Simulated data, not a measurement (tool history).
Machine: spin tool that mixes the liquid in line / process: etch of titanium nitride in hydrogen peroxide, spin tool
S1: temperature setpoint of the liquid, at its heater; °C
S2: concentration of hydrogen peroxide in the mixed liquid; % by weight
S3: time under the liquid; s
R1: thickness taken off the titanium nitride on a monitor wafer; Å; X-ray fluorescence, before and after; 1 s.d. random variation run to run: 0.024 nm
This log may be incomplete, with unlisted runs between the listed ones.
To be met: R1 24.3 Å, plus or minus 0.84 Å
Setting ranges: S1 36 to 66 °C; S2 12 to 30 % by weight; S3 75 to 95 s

| run | hour | S1 | S2 | S3 | R1 |
|---|---|---|---|---|---|
| 1 | 0 | 52 | 22 | 95 | 55.369 |
| 2 | 5.5 | 55.5 | 22 | 95 | 70.761 |
| 3 | 8.3 | 55.5 | 22 | 95 | 69.487 |
| 4 | 12 | 58.5 | 22 | 95 | 87.808 |
| 5 | 17.3 | 55 | 22 | 95 | 68.633 |
| 6 | 23.8 | 52 | 22 | 95 | 55.588 |
| 7 | 25.4 | 50 | 22 | 95 | 48.721 |
| 8 | 33.4 | 48 | 22 | 95 | 42.03 |
|  | 38.4 | new drum of peroxide connected |
| 9 | 38.4 | 46.5 | 22 | 95 | 36.926 |
| 10 | 45 | 45.5 | 22 | 95 | 34.557 |
| 11 | 45.7 | 44.5 | 22 | 95 | 32.097 |
| 12 | 52.7 | 44 | 22 | 95 | 31.223 |
| 13 | 55 | 43.5 | 22 | 95 | 30.465 |
| 14 | 62 | 43 | 22 | 95 | 28.674 |
| 15 | 65.7 | 42.5 | 22 | 95 | 27.708 |
| 16 | 68.8 | 42 | 22 | 95 | 26.979 |
| 17 | 72.8 | 41.5 | 22 | 95 | 25.972 |

Exercise: of the 4 proposed moves below, exactly one satisfies all targets within the stated allowed misses. Which move is it?
| A | 76.8 | 42 | 26 | 95 | ? |
| B | 76.8 | 42 | 17.5 | 95 | ? |
| C | 76.8 | 41.5 | 23 | 95 | ? |
| D | 76.8 | 43 | 21 | 80 | ? |

| move | R1 |
|---|---|
| A | 27.82 |
| B | 25.546 |
| C | 26.076 |
| D | 24.126 |
A: misses by more than the last run did
B: closes in on the targets versus the last run, not all within tolerance yet
C: misses by more than the last run did
D: hits every target within its allowed miss
D meets every target.
